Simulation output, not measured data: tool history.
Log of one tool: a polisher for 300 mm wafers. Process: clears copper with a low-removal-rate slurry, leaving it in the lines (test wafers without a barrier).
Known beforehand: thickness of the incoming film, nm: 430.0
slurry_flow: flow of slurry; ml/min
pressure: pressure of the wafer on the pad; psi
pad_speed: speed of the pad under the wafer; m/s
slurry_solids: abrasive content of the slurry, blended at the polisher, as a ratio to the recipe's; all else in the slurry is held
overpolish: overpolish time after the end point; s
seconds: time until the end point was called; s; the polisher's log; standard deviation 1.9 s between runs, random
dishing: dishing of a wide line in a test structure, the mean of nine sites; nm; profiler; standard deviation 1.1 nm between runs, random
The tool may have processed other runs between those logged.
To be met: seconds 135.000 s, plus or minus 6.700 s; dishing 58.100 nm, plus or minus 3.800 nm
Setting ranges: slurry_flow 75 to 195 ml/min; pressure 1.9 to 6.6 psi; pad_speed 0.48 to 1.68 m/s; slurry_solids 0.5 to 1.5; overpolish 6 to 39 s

run	hour	slurry_flow	pressure	pad_speed	slurry_solids	overpolish	seconds	dishing
1	0.0	125	4.2	1.08	1.0	20	93.474	57.829
2	3.4	125	4.2	1.08	1.0	24	95.230	66.033
3	10.7	125	4.1	1.08	1.0	24	94.740	65.422
4	15.7	125	3.9	1.08	1.0	25	98.354	62.382
5	18.0	125	3.8	1.06	1.0	26	103.040	64.591
6	20.9	125	3.7	1.06	1.0	26	109.570	61.967
7	22.1	125	3.6	1.06	1.0	26	111.820	60.994
8	24.3	125	3.5	1.06	1.0	26	110.990	59.223
9	27.7	110	2.7	1.02	1.0	31	154.050	53.700
10	34.3	115	2.7	1.02	1.0	31	154.950	53.398
11	35.1	120	2.7	1.02	1.0	31	155.070	54.464
12	42.0	125	2.9	1.02	1.0	30	144.310	57.223

4 candidate next runs follow, results not yet known. Just one meets every target within its allowed miss. Identify it.
A	48.9	140	2.6	0.96	1.1	34	?	?
B	48.9	140	2.8	0.94	0.9	36	?	?
C	48.9	140	4.1	0.74	1.0	29	?	?
D	48.9	145	2.4	1.00	1.2	39	?	?

move	seconds	dishing
A	159.320	55.949
B	158.910	58.690
C	135.110	58.696
D	160.770	60.158
A: further off than the last run
B: further off than the last run
C: all results in spec
D: further off than the last run
Move C is the one to make.
